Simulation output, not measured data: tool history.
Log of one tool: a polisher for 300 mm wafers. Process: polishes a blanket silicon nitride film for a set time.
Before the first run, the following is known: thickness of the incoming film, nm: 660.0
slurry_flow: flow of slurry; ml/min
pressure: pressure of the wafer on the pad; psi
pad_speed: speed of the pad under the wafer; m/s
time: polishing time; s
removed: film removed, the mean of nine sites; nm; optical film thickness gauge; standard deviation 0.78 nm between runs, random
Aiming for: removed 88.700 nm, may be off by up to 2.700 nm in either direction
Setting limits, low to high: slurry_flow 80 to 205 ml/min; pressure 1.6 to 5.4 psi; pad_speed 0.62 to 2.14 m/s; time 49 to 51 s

Run 1, hour 0.0: slurry_flow 135 ml/min, pressure 3.5 psi, pad_speed 1.38 m/s, time 49 s. Result: removed 118.960 nm.
Run 2, hour 2.2: slurry_flow 130 ml/min, pressure 3.3 psi, pad_speed 1.38 m/s, time 49 s. Result: removed 111.940 nm.
Run 3, hour 5.8: slurry_flow 125 ml/min, pressure 3.2 psi, pad_speed 1.38 m/s, time 49 s. Result: removed 107.000 nm.
Run 4, hour 8.5: slurry_flow 120 ml/min, pressure 3.1 psi, pad_speed 1.38 m/s, time 49 s. Result: removed 102.310 nm.
Run 5, hour 10.8: slurry_flow 115 ml/min, pressure 3.0 psi, pad_speed 1.38 m/s, time 49 s. Result: removed 100.860 nm.
Run 6, hour 17.4: slurry_flow 135 ml/min, pressure 3.0 psi, pad_speed 1.38 m/s, time 49 s. Result: removed 102.620 nm.
Run 7, hour 20.2: slurry_flow 130 ml/min, pressure 2.9 psi, pad_speed 1.38 m/s, time 49 s. Result: removed 98.847 nm.
Run 8, hour 26.0: slurry_flow 125 ml/min, pressure 2.8 psi, pad_speed 1.38 m/s, time 49 s. Result: removed 93.945 nm.

Which single option among these 5 for the next run brings every result within its allowed miss of target? Just one does.
Run A, hour 31.8: slurry_flow 120 ml/min, pressure 2.5 psi, pad_speed 1.42 m/s, time 51 s. Result: removed ?.
Run B, hour 31.8: slurry_flow 95 ml/min, pressure 2.6 psi, pad_speed 1.64 m/s, time 49 s. Result: removed ?.
Run C, hour 31.8: slurry_flow 105 ml/min, pressure 3.7 psi, pad_speed 1.14 m/s, time 49 s. Result: removed ?.
Run D, hour 31.8: slurry_flow 110 ml/min, pressure 2.7 psi, pad_speed 1.22 m/s, time 49 s. Result: removed ?.
Run E, hour 31.8: slurry_flow 140 ml/min, pressure 2.6 psi, pad_speed 1.46 m/s, time 49 s. Result: removed ?.

move  removed
   A   89.694
   B   94.323
   C  102.040
   D   80.429
   E   94.603
A: in spec on every target
B: further off than the last run
C: further off than the last run
D: moves the result that the last run missed by most past its target, out the other side
E: further off than the last run
A meets every target.

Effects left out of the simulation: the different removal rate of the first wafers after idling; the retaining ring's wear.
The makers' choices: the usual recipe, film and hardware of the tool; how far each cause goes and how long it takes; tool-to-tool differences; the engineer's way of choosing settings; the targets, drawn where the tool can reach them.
